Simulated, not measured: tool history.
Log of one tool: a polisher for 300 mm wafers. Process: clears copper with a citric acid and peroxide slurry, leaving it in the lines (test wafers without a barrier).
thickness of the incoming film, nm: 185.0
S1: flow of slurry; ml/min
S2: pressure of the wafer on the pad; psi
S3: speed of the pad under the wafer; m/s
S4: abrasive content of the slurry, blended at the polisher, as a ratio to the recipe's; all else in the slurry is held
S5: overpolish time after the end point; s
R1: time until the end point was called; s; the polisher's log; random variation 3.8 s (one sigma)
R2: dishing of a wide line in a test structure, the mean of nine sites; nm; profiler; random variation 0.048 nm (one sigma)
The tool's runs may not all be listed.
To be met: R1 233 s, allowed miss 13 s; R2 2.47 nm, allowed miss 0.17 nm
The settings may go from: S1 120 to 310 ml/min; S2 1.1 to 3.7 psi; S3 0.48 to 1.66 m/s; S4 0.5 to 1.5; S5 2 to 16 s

Run 1, hour 0: S1 200 ml/min, S2 2.4 psi, S3 1.06 m/s, S4 1, S5 8 s. Result: R1 104.17 s, R2 10.625 nm.
Run 2, hour 6.4: S1 200 ml/min, S2 2.7 psi, S3 1.06 m/s, S4 1, S5 8 s. Result: R1 91.94 s, R2 11.82 nm.
Run 3, hour 11.4: S1 200 ml/min, S2 2.5 psi, S3 0.96 m/s, S4 1, S5 7 s. Result: R1 106.13 s, R2 9.1046 nm.
Run 4, hour 19.8: S1 200 ml/min, S2 2.3 psi, S3 0.86 m/s, S4 1, S5 6 s. Result: R1 124.59 s, R2 6.1792 nm.
Run 5, hour 24.1: S1 200 ml/min, S2 2.3 psi, S3 0.86 m/s, S4 1, S5 3 s. Result: R1 129.87 s, R2 3.3449 nm.
Run 6, hour 25.4: S1 200 ml/min, S2 2.1 psi, S3 0.82 m/s, S4 1, S5 3 s. Result: R1 148.6 s, R2 2.9159 nm.
Run 7, hour 26.7: S1 200 ml/min, S2 2.1 psi, S3 0.82 m/s, S4 1, S5 3 s. Result: R1 147.43 s, R2 2.9127 nm.
Run 8, hour 35: S1 200 ml/min, S2 1.9 psi, S3 0.8 m/s, S4 1, S5 3 s. Result: R1 167.03 s, R2 2.6815 nm.
Run 9, hour 35.6: S1 200 ml/min, S2 1.8 psi, S3 0.8 m/s, S4 1, S5 3 s. Result: R1 172.12 s, R2 2.4709 nm.
Run 10, hour 40.6: S1 200 ml/min, S2 1.7 psi, S3 0.8 m/s, S4 1, S5 3 s. Result: R1 190.74 s, R2 2.3797 nm.
Run 11, hour 41.9: S1 200 ml/min, S2 1.6 psi, S3 0.8 m/s, S4 1, S5 3 s. Result: R1 197.87 s, R2 2.3079 nm.
Run 12, hour 49.9: S1 200 ml/min, S2 1.5 psi, S3 0.8 m/s, S4 1, S5 3 s. Result: R1 209.15 s, R2 2.096 nm.

4 next moves are on the table. One of them brings every result within its allowed miss. Which?
Run A, hour 57.9: S1 225 ml/min, S2 1.7 psi, S3 0.62 m/s, S4 0.95, S5 4 s. Result: R1 ?, R2 ?.
Run B, hour 57.9: S1 180 ml/min, S2 1.5 psi, S3 0.8 m/s, S4 1.2, S5 3 s. Result: R1 ?, R2 ?.
Run C, hour 57.9: S1 190 ml/min, S2 1.3 psi, S3 1.04 m/s, S4 1, S5 3 s. Result: R1 ?, R2 ?.
Run D, hour 57.9: S1 180 ml/min, S2 1.6 psi, S3 0.92 m/s, S4 0.9, S5 2 s. Result: R1 ?, R2 ?.

move      R1      R2
   A  232.23  2.3676
   B  200.98  2.0551
   C  185.89  2.2161
   D  177.32  1.5599
A: meets every target
B: further off than the last run
C: further off than the last run
D: further off than the last run
Move A is the one to make.
